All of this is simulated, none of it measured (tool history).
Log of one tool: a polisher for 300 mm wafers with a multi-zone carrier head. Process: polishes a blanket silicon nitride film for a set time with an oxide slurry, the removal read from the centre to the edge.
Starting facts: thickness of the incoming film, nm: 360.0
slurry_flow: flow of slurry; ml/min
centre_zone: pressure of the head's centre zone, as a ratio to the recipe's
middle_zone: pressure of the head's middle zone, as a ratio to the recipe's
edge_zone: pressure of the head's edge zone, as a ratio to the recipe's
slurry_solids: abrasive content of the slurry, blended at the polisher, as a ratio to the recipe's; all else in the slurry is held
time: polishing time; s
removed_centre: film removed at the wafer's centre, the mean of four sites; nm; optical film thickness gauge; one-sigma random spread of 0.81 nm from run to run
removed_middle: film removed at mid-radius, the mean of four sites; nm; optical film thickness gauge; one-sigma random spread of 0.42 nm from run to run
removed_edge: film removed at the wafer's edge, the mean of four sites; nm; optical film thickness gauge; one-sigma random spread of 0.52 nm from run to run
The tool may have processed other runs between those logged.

run  hour  slurry_flow  centre_zone  middle_zone  edge_zone  slurry_solids  time  removed_centre  removed_middle  removed_edge
  1     0          215            1            1          1              1    67          53.502          50.477        52.579
  2   1.4          230         1.02         1.04          1              1    67          55.244          54.357        52.965
  3   9.8          230         1.02         1.04       1.06              1    67          54.512          53.957        53.832
  4  18.8          245         1.04         1.06       1.06              1    67          56.306          54.786        53.949
  5  22.9          245         1.04         1.06       1.06            1.2    67          62.729          61.342        61.216
  6  28.4          245         1.04         1.06       1.06            1.2    52           49.28          47.546        46.443
  7  30.5          300         1.14         1.16       1.11           1.45    53          61.658          58.563        54.588

Run 8 has not been measured yet. What should we expect?
  8  34.9          305         1.14         1.17        1.1           1.45    53               ?               ?             ?

removed_centre: 62.262 nm
removed_middle: 58.817 nm
removed_edge: 54.039 nm

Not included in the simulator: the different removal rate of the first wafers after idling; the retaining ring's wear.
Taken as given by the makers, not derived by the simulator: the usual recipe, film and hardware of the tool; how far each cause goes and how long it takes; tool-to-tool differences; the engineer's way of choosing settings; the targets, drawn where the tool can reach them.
